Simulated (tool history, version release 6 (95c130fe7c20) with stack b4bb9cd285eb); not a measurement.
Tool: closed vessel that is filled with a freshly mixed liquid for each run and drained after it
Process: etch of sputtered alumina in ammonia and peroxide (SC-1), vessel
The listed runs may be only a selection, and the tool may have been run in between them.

run    day  temperature setpoint of the liquid (°C)  parts of 29 % ammonia solution to one part of 30 % peroxide (parts by volume)  time in the liquid (s)  thickness taken off the sputtered alumina on a monitor wafer (nm)
  1  0.000                                     57.0                                                                           0.50                      70                                                             5.7799
  2  0.308                                     59.5                                                                           0.50                      70                                                             6.5808
  3  0.638                                     59.5                                                                           0.65                      70                                                             6.7792
  4  0.767                                     61.0                                                                           0.65                      70                                                             7.2489
  5  1.017                                     62.0                                                                           0.65                      70                                                             7.6868
  6  1.204                                     62.0                                                                           0.55                      70                                                             7.5435
  7  1.354                                     63.0                                                                           0.55                      70                                                             8.0072

What does the tool deliver on the next run?
  8  1.658                                     63.5                                                                           0.55                      70                                                                  ?

{"run 8": {"thickness taken off the sputtered alumina on a monitor wafer (nm)": 8.1421}}

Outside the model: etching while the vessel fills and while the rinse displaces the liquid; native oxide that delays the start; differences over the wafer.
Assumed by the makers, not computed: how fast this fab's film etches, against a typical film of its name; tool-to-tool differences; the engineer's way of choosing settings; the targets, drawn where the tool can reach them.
